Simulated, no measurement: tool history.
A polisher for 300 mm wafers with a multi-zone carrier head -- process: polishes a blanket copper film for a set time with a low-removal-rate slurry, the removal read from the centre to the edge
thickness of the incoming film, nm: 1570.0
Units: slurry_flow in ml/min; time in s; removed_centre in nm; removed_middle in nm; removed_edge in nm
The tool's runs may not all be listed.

run	hour	slurry_flow	centre_zone	middle_zone	edge_zone	slurry_solids	time	removed_centre	removed_middle	removed_edge
1	0.0	190	1.00	1.00	1.00	1.00	37	146.45	148.87	154.18
2	1.2	190	1.00	1.04	1.00	1.00	37	148.50	151.09	154.75
3	10.2	190	1.00	1.00	1.00	1.00	37	149.75	147.49	149.47
4	16.6	170	0.99	0.94	1.02	0.85	36	135.75	132.15	147.00
5	21.0	170	1.03	0.94	1.02	0.85	36	142.15	130.71	144.71
6	23.7	170	0.99	0.94	1.02	0.85	36	137.83	132.08	146.10
7	28.5	165	1.00	0.91	0.96	0.75	35	132.63	121.83	132.99

Predict the results of run 8:
8	29.8	155	0.99	0.88	0.93	0.70	35	?	?	?

{"run 8": {"removed_centre": 125.12, "removed_middle": 118.31, "removed_edge": 128.62}}
